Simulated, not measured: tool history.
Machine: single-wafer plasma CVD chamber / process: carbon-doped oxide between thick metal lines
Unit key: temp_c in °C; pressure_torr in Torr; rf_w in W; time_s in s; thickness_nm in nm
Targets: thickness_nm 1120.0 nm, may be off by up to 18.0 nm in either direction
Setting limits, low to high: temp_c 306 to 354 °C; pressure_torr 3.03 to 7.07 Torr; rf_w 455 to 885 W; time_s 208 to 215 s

run,day,temp_c,pressure_torr,rf_w,time_s,thickness_nm
1,0.000,330,5.05,670,208,1200.5
2,0.300,332,4.97,670,208,1185.5
3,0.667,332,5.45,670,208,1208.1
4,0.738,334,5.38,670,208,1197.9
5,0.796,335,5.31,670,208,1184.1
6,1.125,335,5.31,725,208,1233.0
7,1.329,337,5.22,720,208,1232.7
8,1.675,338,5.07,715,208,1206.6
9,1.908,339,4.99,715,208,1205.1
10,1.975,340,4.89,710,208,1184.2
11,2.267,341,4.85,710,208,1189.9
12,2.338,348,3.92,675,208,1095.6
13,2.450,347,3.94,675,208,1104.6
14,2.596,347,3.95,675,208,1102.5
15,2.733,347,3.97,675,208,1106.1
16,2.879,347,3.98,675,208,1098.3
17,2.950,347,4.00,675,208,1101.9

Pick the move, out of 4, that brings all results within their allowed miss; only one does.
A,3.021,351,3.82,675,208,?
B,3.021,348,3.03,730,210,?
C,3.021,349,3.25,650,214,?
D,3.021,354,3.86,640,214,?

move,thickness_nm
A,1085.7
B,1124.8
C,1076.9
D,1075.6
A: further off than the last run
B: every result within its allowed miss
C: further off than the last run
D: further off than the last run
Go with B: it meets all targets.

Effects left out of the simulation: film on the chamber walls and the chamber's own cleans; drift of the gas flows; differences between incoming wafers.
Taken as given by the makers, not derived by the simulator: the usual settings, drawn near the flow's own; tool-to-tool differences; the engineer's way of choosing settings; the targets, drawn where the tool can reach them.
